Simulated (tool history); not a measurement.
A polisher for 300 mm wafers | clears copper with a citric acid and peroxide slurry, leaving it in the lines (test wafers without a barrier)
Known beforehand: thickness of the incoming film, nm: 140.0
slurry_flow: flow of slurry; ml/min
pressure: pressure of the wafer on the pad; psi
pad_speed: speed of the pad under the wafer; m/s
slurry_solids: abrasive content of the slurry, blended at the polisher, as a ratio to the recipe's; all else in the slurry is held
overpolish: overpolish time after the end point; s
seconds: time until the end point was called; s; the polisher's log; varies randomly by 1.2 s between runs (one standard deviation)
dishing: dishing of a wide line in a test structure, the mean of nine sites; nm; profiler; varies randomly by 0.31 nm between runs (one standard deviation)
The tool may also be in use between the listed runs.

| run | hour | slurry_flow | pressure | pad_speed | slurry_solids | overpolish | seconds | dishing |
|---|---|---|---|---|---|---|---|---|
| 1 | 0 | 185 | 2.5 | 1.02 | 1 | 29 | 68.188 | 38.688 |
| 2 | 8.7 | 185 | 2.3 | 1.02 | 1 | 28 | 72.139 | 35.076 |
| 3 | 16.2 | 185 | 2.3 | 0.82 | 1 | 28 | 89.374 | 28.888 |
| 4 | 22.2 | 140 | 2.3 | 0.82 | 1 | 28 | 91.82 | 29.368 |
| 5 | 25.2 | 140 | 2.2 | 0.82 | 1 | 27 | 94.955 | 27.298 |
|  | 32.8 | head pressure recalibrated |
| 6 | 32.8 | 140 | 2.1 | 0.82 | 1 | 27 | 107.41 | 24.882 |
| 7 | 34.4 | 140 | 2.1 | 0.82 | 1 | 26 | 103.88 | 24.136 |

The next listed run, before its measurement:
| 8 | 36.5 | 135 | 1.8 | 0.82 | 1 | 24 | ? | ? |

Logged for run 8: seconds 119.43 s, dishing 19.639 nm.

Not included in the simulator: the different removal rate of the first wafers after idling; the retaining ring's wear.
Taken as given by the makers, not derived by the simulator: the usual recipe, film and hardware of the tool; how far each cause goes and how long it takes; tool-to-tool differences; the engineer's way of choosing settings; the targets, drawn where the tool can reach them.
